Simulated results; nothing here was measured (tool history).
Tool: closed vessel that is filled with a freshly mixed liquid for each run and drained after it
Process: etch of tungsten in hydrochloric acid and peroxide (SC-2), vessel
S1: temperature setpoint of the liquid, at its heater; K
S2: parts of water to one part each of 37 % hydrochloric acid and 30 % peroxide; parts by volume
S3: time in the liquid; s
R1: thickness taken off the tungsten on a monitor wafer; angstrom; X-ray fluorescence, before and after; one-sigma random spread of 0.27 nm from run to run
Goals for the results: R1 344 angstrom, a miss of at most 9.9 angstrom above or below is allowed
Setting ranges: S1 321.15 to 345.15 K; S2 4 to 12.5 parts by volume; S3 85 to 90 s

{"run": 1, "hour": 0.0, "S1": 337.15, "S2": 7, "S3": 85, "R1": 550.33}
{"run": 2, "hour": 3.7, "S1": 336.15, "S2": 7, "S3": 85, "R1": 523.55}
{"run": 3, "hour": 5.4, "S1": 335.15, "S2": 7, "S3": 85, "R1": 484.38}
{"run": 4, "hour": 7.7, "S1": 334.65, "S2": 7, "S3": 85, "R1": 478.89}
{"run": 5, "hour": 13.7, "S1": 334.15, "S2": 7, "S3": 85, "R1": 461.73}
{"run": 6, "hour": 20.6, "S1": 333.65, "S2": 7, "S3": 85, "R1": 443.48}
{"run": 7, "hour": 22.1, "S1": 328.65, "S2": 7, "S3": 85, "R1": 318.06}
{"run": 8, "hour": 25.6, "S1": 329.15, "S2": 7, "S3": 85, "R1": 332.93}

Which one of the following 5 next-run settings gets every result inside its allowed miss? There is exactly one.
{"run": "A", "hour": 29.1, "S1": 323.65, "S2": 4.5, "S3": 90, "R1": "?"}
{"run": "B", "hour": 29.1, "S1": 329.15, "S2": 6.5, "S3": 90, "R1": "?"}
{"run": "C", "hour": 29.1, "S1": 326.15, "S2": 5, "S3": 90, "R1": "?"}
{"run": "D", "hour": 29.1, "S1": 329.15, "S2": 7.5, "S3": 85, "R1": "?"}
{"run": "E", "hour": 29.1, "S1": 327.65, "S2": 6, "S3": 90, "R1": "?"}

move=A R1=347.7
move=B R1=380.91
move=C R1=380.75
move=D R1=321.88
move=E R1=367.36
A: every result within its allowed miss
B: takes the result that was furthest off past its target
C: takes the result that was furthest off past its target
D: its largest miss is bigger than the last run's
E: takes the result that was furthest off past its target
The move that meets every target is A.
